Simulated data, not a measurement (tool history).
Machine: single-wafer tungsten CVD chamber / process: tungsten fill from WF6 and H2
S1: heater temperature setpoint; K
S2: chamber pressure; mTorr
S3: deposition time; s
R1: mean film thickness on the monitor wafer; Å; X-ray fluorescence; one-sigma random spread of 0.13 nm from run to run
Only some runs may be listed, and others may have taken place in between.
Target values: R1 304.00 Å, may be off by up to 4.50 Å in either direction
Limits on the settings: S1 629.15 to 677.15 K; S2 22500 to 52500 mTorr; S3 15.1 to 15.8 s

{"run": 1, "hour": 0.0, "S1": 653.15, "S2": 37500, "S3": 15.8, "R1": 339.67}
{"run": 2, "hour": 1.8, "S1": 653.15, "S2": 44000, "S3": 15.8, "R1": 366.65}
{"run": 3, "hour": 4.1, "S1": 653.15, "S2": 49600, "S3": 15.8, "R1": 388.17}
{"run": 4, "hour": 6.7, "S1": 649.15, "S2": 49500, "S3": 15.8, "R1": 358.21}
{"run": 5, "hour": 9.9, "S1": 649.15, "S2": 44200, "S3": 15.8, "R1": 340.23}
{"run": 6, "hour": 16.8, "S1": 647.15, "S2": 44200, "S3": 15.8, "R1": 329.31}
{"run": 7, "hour": 20.0, "S1": 645.15, "S2": 44200, "S3": 15.8, "R1": 317.66}
{"run": 8, "hour": 21.5, "S1": 644.15, "S2": 44200, "S3": 15.8, "R1": 311.85}

Of the 5 settings listed for the next run, only one would bring every result within its allowed miss of target. Which one?
{"run": "A", "hour": 23.0, "S1": 647.15, "S2": 39200, "S3": 15.8, "R1": "?"}
{"run": "B", "hour": 23.0, "S1": 642.15, "S2": 41900, "S3": 15.8, "R1": "?"}
{"run": "C", "hour": 23.0, "S1": 648.15, "S2": 43200, "S3": 15.1, "R1": "?"}
{"run": "D", "hour": 23.0, "S1": 644.15, "S2": 44400, "S3": 15.4, "R1": "?"}
{"run": "E", "hour": 23.0, "S1": 645.15, "S2": 43200, "S3": 15.8, "R1": "?"}

move=A R1=311.74
move=B R1=292.97
move=C R1=316.82
move=D R1=304.00
move=E R1=313.88
A: about as far from the targets as the last run
B: pushes the last run's worst result past its target
C: moves away from the targets compared with the last run
D: in spec on every target
E: moves away from the targets compared with the last run
D meets every target.
